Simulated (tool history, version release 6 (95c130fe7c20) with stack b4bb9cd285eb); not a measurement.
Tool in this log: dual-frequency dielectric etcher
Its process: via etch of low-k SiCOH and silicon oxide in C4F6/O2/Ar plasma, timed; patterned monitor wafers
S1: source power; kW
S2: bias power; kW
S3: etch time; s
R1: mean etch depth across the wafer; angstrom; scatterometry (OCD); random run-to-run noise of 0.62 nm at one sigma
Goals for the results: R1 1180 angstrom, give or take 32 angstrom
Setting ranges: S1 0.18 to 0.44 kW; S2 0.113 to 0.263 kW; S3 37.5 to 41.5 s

Run 1, hour 0: S1 0.31 kW, S2 0.188 kW, S3 41.5 s. Result: R1 1010.4 angstrom.
Run 2, hour 0.6: S1 0.29 kW, S2 0.188 kW, S3 41.5 s. Result: R1 1005.8 angstrom.
Run 3, hour 6.7: S1 0.31 kW, S2 0.188 kW, S3 41.5 s. Result: R1 1023.5 angstrom.
Run 4, hour 10.7: S1 0.33 kW, S2 0.193 kW, S3 41.5 s. Result: R1 1051.8 angstrom.
Run 5, hour 18.2: S1 0.34 kW, S2 0.197 kW, S3 41.5 s. Result: R1 1076.9 angstrom.
Run 6, hour 19.1: S1 0.35 kW, S2 0.199 kW, S3 41.5 s. Result: R1 1085.9 angstrom.
Run 7, hour 25.2: S1 0.36 kW, S2 0.202 kW, S3 41.5 s. Result: R1 1101.7 angstrom.
Run 8, hour 26.9: S1 0.37 kW, S2 0.204 kW, S3 41.5 s. Result: R1 1109.5 angstrom.
Run 9, hour 33.9: S1 0.38 kW, S2 0.207 kW, S3 41.5 s. Result: R1 1137.7 angstrom.
Run 10, hour 34.8: S1 0.38 kW, S2 0.208 kW, S3 41.5 s. Result: R1 1129.2 angstrom.

Below are 5 possible settings for the next run. Only one of them brings all results inside the allowed miss of their targets. Which is it?
Run A, hour 35.7: S1 0.44 kW, S2 0.242 kW, S3 41.5 s. Result: R1 ?.
Run B, hour 35.7: S1 0.4 kW, S2 0.244 kW, S3 40 s. Result: R1 ?.
Run C, hour 35.7: S1 0.41 kW, S2 0.263 kW, S3 40 s. Result: R1 ?.
Run D, hour 35.7: S1 0.4 kW, S2 0.193 kW, S3 39 s. Result: R1 ?.
Run E, hour 35.7: S1 0.44 kW, S2 0.244 kW, S3 41 s. Result: R1 ?.

move      R1
   A  1282.9
   B    1203
   C  1251.5
   D  1062.1
   E  1271.8
A: takes the result that was furthest off past its target
B: all results land within tolerance of their targets
C: takes the result that was furthest off past its target
D: the biggest miss grows against the last run
E: takes the result that was furthest off past its target
So the answer is move B, the one that meets all the targets.

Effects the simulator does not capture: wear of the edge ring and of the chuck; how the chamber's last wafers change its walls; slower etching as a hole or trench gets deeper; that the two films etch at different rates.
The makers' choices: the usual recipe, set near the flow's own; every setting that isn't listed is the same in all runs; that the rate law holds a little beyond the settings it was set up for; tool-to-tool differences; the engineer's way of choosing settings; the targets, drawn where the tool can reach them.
